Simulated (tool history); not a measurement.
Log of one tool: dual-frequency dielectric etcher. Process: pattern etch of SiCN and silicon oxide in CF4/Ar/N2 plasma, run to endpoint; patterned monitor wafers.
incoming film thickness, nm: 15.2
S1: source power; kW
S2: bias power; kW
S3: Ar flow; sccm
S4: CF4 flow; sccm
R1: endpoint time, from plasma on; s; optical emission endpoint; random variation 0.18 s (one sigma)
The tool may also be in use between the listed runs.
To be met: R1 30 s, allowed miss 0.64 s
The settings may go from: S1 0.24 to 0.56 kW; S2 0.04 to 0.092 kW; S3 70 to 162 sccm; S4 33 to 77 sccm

{"run": 1, "day": 0.0, "S1": 0.4, "S2": 0.066, "S3": 116, "S4": 55, "R1": 21.656}
{"run": 2, "day": 0.271, "S1": 0.38, "S2": 0.066, "S3": 116, "S4": 55, "R1": 22.999}
{"run": 3, "day": 0.292, "S1": 0.38, "S2": 0.066, "S3": 116, "S4": 52, "R1": 23.296}
{"run": 4, "day": 0.329, "S1": 0.38, "S2": 0.066, "S3": 131, "S4": 52, "R1": 23.7}
{"run": 5, "day": 0.371, "S1": 0.37, "S2": 0.066, "S3": 131, "S4": 52, "R1": 24.374}
{"run": 6, "day": 0.533, "S1": 0.36, "S2": 0.066, "S3": 131, "S4": 52, "R1": 25.261}
{"run": 7, "day": 0.717, "S1": 0.28, "S2": 0.065, "S3": 131, "S4": 52, "R1": 34.349}
{"run": 8, "day": 0.85, "S1": 0.3, "S2": 0.065, "S3": 131, "S4": 52, "R1": 31.541}

Which of these 4 next moves meets every target?
{"run": "A", "day": 0.983, "S1": 0.3, "S2": 0.063, "S3": 127, "S4": 52, "R1": "?"}
{"run": "B", "day": 0.983, "S1": 0.29, "S2": 0.068, "S3": 136, "S4": 56, "R1": "?"}
{"run": "C", "day": 0.983, "S1": 0.31, "S2": 0.065, "S3": 128, "S4": 53, "R1": "?"}
{"run": "D", "day": 0.983, "S1": 0.3, "S2": 0.07, "S3": 137, "S4": 45, "R1": "?"}

move=A R1=31.7
move=B R1=31.699
move=C R1=29.879
move=D R1=31.114
A: further off than the last run
B: further off than the last run
C: meets every target
D: nearer than the last run, and not there yet
Answer: C
